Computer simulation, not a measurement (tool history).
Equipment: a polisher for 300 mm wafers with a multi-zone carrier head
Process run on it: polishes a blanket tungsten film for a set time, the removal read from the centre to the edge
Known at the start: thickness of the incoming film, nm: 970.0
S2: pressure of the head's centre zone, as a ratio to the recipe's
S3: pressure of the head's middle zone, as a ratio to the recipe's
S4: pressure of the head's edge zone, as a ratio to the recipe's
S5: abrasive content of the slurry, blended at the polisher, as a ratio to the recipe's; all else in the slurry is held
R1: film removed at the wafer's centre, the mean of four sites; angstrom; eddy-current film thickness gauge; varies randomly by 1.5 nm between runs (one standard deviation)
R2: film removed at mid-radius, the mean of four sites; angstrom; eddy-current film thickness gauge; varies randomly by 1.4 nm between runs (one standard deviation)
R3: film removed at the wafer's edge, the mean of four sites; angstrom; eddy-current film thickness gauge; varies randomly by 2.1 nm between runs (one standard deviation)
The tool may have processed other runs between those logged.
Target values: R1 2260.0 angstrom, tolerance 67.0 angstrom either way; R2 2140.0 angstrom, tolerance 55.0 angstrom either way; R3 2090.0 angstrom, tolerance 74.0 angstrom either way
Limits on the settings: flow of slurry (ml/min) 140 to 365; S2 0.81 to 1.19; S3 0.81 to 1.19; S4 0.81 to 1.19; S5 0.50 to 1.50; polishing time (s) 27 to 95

Run 1, hour 0.0: flow of slurry (ml/min) 235, S2 1.00, S3 1.00, S4 1.00, S5 1.00, polishing time (s) 61. Result: R1 1799.7 angstrom, R2 1761.5 angstrom, R3 1804.5 angstrom.
Run 2, hour 1.2: flow of slurry (ml/min) 255, S2 1.04, S3 1.04, S4 1.04, S5 1.05, polishing time (s) 61. Result: R1 1927.0 angstrom, R2 1850.4 angstrom, R3 1829.4 angstrom.
Run 3, hour 2.7: flow of slurry (ml/min) 260, S2 1.05, S3 1.05, S4 1.07, S5 1.20, polishing time (s) 62. Result: R1 2022.0 angstrom, R2 1971.9 angstrom, R3 1980.2 angstrom.
Run 4, hour 7.0: flow of slurry (ml/min) 260, S2 1.05, S3 1.05, S4 1.01, S5 1.20, polishing time (s) 62. Result: R1 2029.6 angstrom, R2 1976.6 angstrom, R3 1921.2 angstrom.
Run 5, hour 10.4: flow of slurry (ml/min) 270, S2 1.07, S3 1.06, S4 1.04, S5 1.25, polishing time (s) 62. Result: R1 2131.0 angstrom, R2 2037.3 angstrom, R3 1964.5 angstrom.
Run 6, hour 11.3: flow of slurry (ml/min) 285, S2 1.07, S3 1.06, S4 1.06, S5 1.30, polishing time (s) 62. Result: R1 2138.1 angstrom, R2 2070.8 angstrom, R3 2021.3 angstrom.
Run 7, hour 16.1: flow of slurry (ml/min) 285, S2 1.07, S3 1.06, S4 1.06, S5 1.30, polishing time (s) 62. Result: R1 2154.0 angstrom, R2 2060.5 angstrom, R3 2008.6 angstrom.
Run 8, hour 18.6: flow of slurry (ml/min) 290, S2 1.08, S3 1.06, S4 1.07, S5 1.30, polishing time (s) 62. Result: R1 2186.3 angstrom, R2 2055.9 angstrom, R3 2040.0 angstrom.
Run 9, hour 20.2: flow of slurry (ml/min) 300, S2 1.08, S3 1.07, S4 1.08, S5 1.30, polishing time (s) 62. Result: R1 2185.0 angstrom, R2 2057.4 angstrom, R3 2024.4 angstrom.

Which of these 4 next moves meets every target?
Run A, hour 21.8: flow of slurry (ml/min) 345, S2 1.10, S3 1.06, S4 1.16, S5 1.05, polishing time (s) 61. Result: R1 ?, R2 ?, R3 ?.
Run B, hour 21.8: flow of slurry (ml/min) 305, S2 1.18, S3 1.13, S4 0.99, S5 1.30, polishing time (s) 60. Result: R1 ?, R2 ?, R3 ?.
Run C, hour 21.8: flow of slurry (ml/min) 295, S2 1.11, S3 1.09, S4 1.14, S5 1.25, polishing time (s) 63. Result: R1 ?, R2 ?, R3 ?.
Run D, hour 21.8: flow of slurry (ml/min) 310, S2 1.12, S3 1.15, S4 1.02, S5 1.50, polishing time (s) 59. Result: R1 ?, R2 ?, R3 ?.

move      R1      R2      R3
   A  2087.3  1971.8  1972.4
   B  2293.0  2132.8  1893.1
   C  2233.1  2143.6  2084.3
   D  2220.8  2210.1  1954.0
A: its largest miss is bigger than the last run's
B: brings the result that was furthest off to its target, and leaves another outside
C: every result lands within tolerance
D: moves the result that the last run missed by most past its target, out the other side
Go with C: it meets all targets.
